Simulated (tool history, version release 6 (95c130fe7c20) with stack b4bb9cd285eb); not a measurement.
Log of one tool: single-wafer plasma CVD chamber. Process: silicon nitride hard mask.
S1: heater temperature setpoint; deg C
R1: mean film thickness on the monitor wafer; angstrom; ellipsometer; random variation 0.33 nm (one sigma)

{"run": 1, "hour": 0.0, "S1": 400, "chamber pressure (mTorr)": 1410, "RF power (W)": 360, "deposition time (s)": 64.8, "R1": 770.51}
{"run": 2, "hour": 4.9, "S1": 400, "chamber pressure (mTorr)": 1250, "RF power (W)": 335, "deposition time (s)": 64.8, "R1": 693.67}
{"run": 3, "hour": 10.9, "S1": 400, "chamber pressure (mTorr)": 1130, "RF power (W)": 330, "deposition time (s)": 64.8, "R1": 655.6}
{"run": 4, "hour": 16.2, "S1": 400, "chamber pressure (mTorr)": 1070, "RF power (W)": 330, "deposition time (s)": 64.8, "R1": 640.25}
{"run": 5, "hour": 22.1, "S1": 400, "chamber pressure (mTorr)": 1070, "RF power (W)": 330, "deposition time (s)": 66.8, "R1": 667.33}
{"run": 6, "hour": 25.0, "S1": 400, "chamber pressure (mTorr)": 1070, "RF power (W)": 355, "deposition time (s)": 66.8, "R1": 696.35}
{"run": 7, "hour": 31.5, "S1": 400, "chamber pressure (mTorr)": 1000, "RF power (W)": 345, "deposition time (s)": 66.7, "R1": 659.34}

Forecast run 8:
{"run": 8, "hour": 35.0, "S1": 400, "chamber pressure (mTorr)": 950, "RF power (W)": 340, "deposition time (s)": 66.7, "R1": "?"}

{"run 8": {"R1": 638.12}}
